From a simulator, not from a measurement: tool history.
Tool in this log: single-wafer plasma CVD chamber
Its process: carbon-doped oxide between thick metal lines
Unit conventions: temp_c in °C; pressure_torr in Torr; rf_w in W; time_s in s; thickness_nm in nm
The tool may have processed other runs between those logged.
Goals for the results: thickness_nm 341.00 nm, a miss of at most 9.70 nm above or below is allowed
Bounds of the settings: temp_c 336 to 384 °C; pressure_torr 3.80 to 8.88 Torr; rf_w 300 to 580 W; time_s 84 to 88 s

Run 1, hour 0.0: temp_c 360 °C, pressure_torr 6.34 Torr, rf_w 440 W, time_s 88 s. Result: thickness_nm 390.48 nm.
Run 2, hour 1.6: temp_c 360 °C, pressure_torr 7.23 Torr, rf_w 440 W, time_s 88 s. Result: thickness_nm 394.75 nm.
Run 3, hour 5.8: temp_c 360 °C, pressure_torr 6.45 Torr, rf_w 440 W, time_s 88 s. Result: thickness_nm 387.19 nm.
Run 4, hour 11.7: temp_c 354 °C, pressure_torr 6.45 Torr, rf_w 440 W, time_s 88 s. Result: thickness_nm 396.85 nm.
Run 5, hour 14.9: temp_c 354 °C, pressure_torr 6.45 Torr, rf_w 405 W, time_s 88 s. Result: thickness_nm 368.77 nm.
Run 6, hour 15.8: temp_c 354 °C, pressure_torr 6.40 Torr, rf_w 400 W, time_s 88 s. Result: thickness_nm 366.55 nm.
Run 7, hour 16.5: temp_c 354 °C, pressure_torr 6.35 Torr, rf_w 395 W, time_s 88 s. Result: thickness_nm 358.73 nm.
Run 8, hour 25.3: temp_c 354 °C, pressure_torr 6.30 Torr, rf_w 390 W, time_s 88 s. Result: thickness_nm 352.09 nm.
At hour 30.0: RF generator calibrated.
Run 9, hour 30.0: temp_c 354 °C, pressure_torr 6.25 Torr, rf_w 390 W, time_s 88 s. Result: thickness_nm 383.81 nm.
Run 10, hour 34.9: temp_c 354 °C, pressure_torr 6.49 Torr, rf_w 380 W, time_s 87 s. Result: thickness_nm 368.61 nm.

Which one of the following 4 next-run settings gets every result inside its allowed miss? There is exactly one.
Run A, hour 39.8: temp_c 339 °C, pressure_torr 4.27 Torr, rf_w 395 W, time_s 84 s. Result: thickness_nm ?.
Run B, hour 39.8: temp_c 349 °C, pressure_torr 6.06 Torr, rf_w 360 W, time_s 84 s. Result: thickness_nm ?.
Run C, hour 39.8: temp_c 366 °C, pressure_torr 8.07 Torr, rf_w 430 W, time_s 88 s. Result: thickness_nm ?.
Run D, hour 39.8: temp_c 352 °C, pressure_torr 6.47 Torr, rf_w 385 W, time_s 88 s. Result: thickness_nm ?.

move  thickness_nm
   A        361.47
   B        341.47
   C        411.29
   D        380.10
A: closer than the last run, but not yet in spec
B: meets every target
C: moves away from the targets compared with the last run
D: moves away from the targets compared with the last run
Go with B: it meets all targets.

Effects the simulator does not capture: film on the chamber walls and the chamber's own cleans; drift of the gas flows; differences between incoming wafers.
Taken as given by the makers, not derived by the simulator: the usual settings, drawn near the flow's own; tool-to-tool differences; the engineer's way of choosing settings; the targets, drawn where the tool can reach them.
